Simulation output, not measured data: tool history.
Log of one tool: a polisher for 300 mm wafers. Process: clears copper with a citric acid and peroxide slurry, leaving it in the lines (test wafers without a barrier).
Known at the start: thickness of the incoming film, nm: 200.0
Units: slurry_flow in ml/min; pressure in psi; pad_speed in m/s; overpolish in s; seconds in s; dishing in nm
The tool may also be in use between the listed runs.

run 1 hour=0.0 | slurry_flow=125 pressure=2.9 pad_speed=0.86 slurry_solids=1.0 overpolish=11 | seconds=113.430 dishing=14.0820
run 2 hour=3.4 | slurry_flow=125 pressure=2.9 pad_speed=0.86 slurry_solids=1.0 overpolish=9 | seconds=114.740 dishing=11.6480
run 3 hour=5.0 | slurry_flow=130 pressure=3.1 pad_speed=0.88 slurry_solids=1.0 overpolish=8 | seconds=105.970 dishing=11.4540
run 4 hour=12.2 | slurry_flow=130 pressure=3.1 pad_speed=0.88 slurry_solids=1.0 overpolish=4 | seconds=102.760 dishing=5.8026
run 5 hour=20.2 | slurry_flow=135 pressure=3.4 pad_speed=0.88 slurry_solids=1.0 overpolish=4 | seconds=91.367 dishing=6.4527
run 6 hour=23.5 | slurry_flow=135 pressure=3.0 pad_speed=0.88 slurry_solids=1.0 overpolish=4 | seconds=104.510 dishing=5.5372
run 7 hour=27.1 | slurry_flow=135 pressure=3.0 pad_speed=0.88 slurry_solids=1.0 overpolish=4 | seconds=107.450 dishing=5.6971
run 8 hour=35.5 | slurry_flow=135 pressure=3.3 pad_speed=0.88 slurry_solids=1.0 overpolish=4 | seconds=96.227 dishing=6.2632
run 9 hour=42.3 | slurry_flow=135 pressure=3.5 pad_speed=0.88 slurry_solids=1.0 overpolish=4 | seconds=88.641 dishing=6.6903
run 10 hour=46.7 | slurry_flow=135 pressure=3.7 pad_speed=0.88 slurry_solids=1.0 overpolish=4 | seconds=84.739 dishing=6.8757
run 11 hour=53.9 | slurry_flow=135 pressure=3.9 pad_speed=0.90 slurry_solids=1.0 overpolish=4 | seconds=80.803 dishing=7.3322

The next listed run, before its measurement:
run 12 hour=59.1 | slurry_flow=135 pressure=4.0 pad_speed=0.92 slurry_solids=1.0 overpolish=4 | seconds=? dishing=?

seconds: 77.201 s
dishing: 7.5092 nm
